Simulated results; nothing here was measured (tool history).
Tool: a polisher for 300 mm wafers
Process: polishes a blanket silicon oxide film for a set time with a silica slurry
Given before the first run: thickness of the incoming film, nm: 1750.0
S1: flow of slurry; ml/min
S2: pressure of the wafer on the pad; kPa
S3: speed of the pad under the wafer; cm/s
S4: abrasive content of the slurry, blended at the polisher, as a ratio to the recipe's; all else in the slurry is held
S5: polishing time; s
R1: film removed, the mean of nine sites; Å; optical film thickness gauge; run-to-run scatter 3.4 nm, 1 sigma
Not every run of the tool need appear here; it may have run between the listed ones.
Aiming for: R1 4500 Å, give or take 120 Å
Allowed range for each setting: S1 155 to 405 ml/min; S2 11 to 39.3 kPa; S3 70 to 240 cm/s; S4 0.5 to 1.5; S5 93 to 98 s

run 1 day=0 | S1=260 S2=24.8 S3=154 S4=1 S5=93 | R1=3564.3
run 2 day=0.296 | S1=260 S2=24.8 S3=154 S4=1 S5=93 | R1=3540.6
run 3 day=0.638 | S1=260 S2=24.8 S3=154 S4=1.15 S5=93 | R1=3859.1
run 4 day=0.667 | S1=295 S2=24.8 S3=154 S4=1.15 S5=93 | R1=3876.8
run 5 day=0.8 | S1=295 S2=26.2 S3=154 S4=1.15 S5=93 | R1=4033
run 6 day=1.104 | S1=265 S2=26.2 S3=154 S4=1.15 S5=93 | R1=4053.5
run 7 day=1.458 | S1=265 S2=26.2 S3=154 S4=1.15 S5=93 | R1=3981.4
run 8 day=1.712 | S1=270 S2=26.9 S3=154 S4=1.15 S5=93 | R1=4136.8
run 9 day=1.996 | S1=270 S2=27.6 S3=154 S4=1.15 S5=93 | R1=4290.2
run 10 day=2.175 | S1=270 S2=28.3 S3=154 S4=1.15 S5=93 | R1=4306.3

Which single option among these 4 for the next run brings every result within its allowed miss of target? Just one does.
run A day=2.354 | S1=325 S2=29 S3=126 S4=0.95 S5=95 | R1=?
run B day=2.354 | S1=255 S2=30.3 S3=138 S4=1.1 S5=98 | R1=?
run C day=2.354 | S1=255 S2=27.6 S3=138 S4=1.2 S5=96 | R1=?
run D day=2.354 | S1=275 S2=26.9 S3=134 S4=1.2 S5=96 | R1=?

move=A R1=3843.6
move=B R1=4547.6
move=C R1=4231.2
move=D R1=4106.1
A: the biggest miss grows against the last run
B: all results land within tolerance of their targets
C: the biggest miss grows against the last run
D: the biggest miss grows against the last run
B meets every target.

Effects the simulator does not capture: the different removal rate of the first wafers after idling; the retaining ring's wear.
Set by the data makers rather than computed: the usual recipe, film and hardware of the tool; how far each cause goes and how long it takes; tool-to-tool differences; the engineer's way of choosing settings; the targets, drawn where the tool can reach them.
